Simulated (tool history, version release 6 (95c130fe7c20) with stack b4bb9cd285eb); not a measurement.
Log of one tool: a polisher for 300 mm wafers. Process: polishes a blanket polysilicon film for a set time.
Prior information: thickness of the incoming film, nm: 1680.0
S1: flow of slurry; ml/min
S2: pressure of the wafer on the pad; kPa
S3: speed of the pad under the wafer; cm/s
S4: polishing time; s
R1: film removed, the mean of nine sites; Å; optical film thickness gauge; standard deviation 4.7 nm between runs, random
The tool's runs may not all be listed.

run	hour	S1	S2	S3	S4	R1
1	0	210	16.5	106	36	2730.2
2	3.1	185	16.5	106	36	2716.9
3	10.9	185	17.9	106	36	2912.3
4	19.7	230	17.9	106	36	3034.9
5	27.2	235	18.6	106	36	3114.7
6	33.3	290	18.6	106	36	3242.1
7	41.7	290	18.6	106	36	3197.5
8	50.5	290	19.3	106	36	3280
9	57.9	290	20	106	36	3417
10	63.8	290	20.7	106	36	3440.7

The next listed run, before its measurement:
11	68.1	290	21.4	106	36	?

{"run 11": {"R1": 3634.6}}
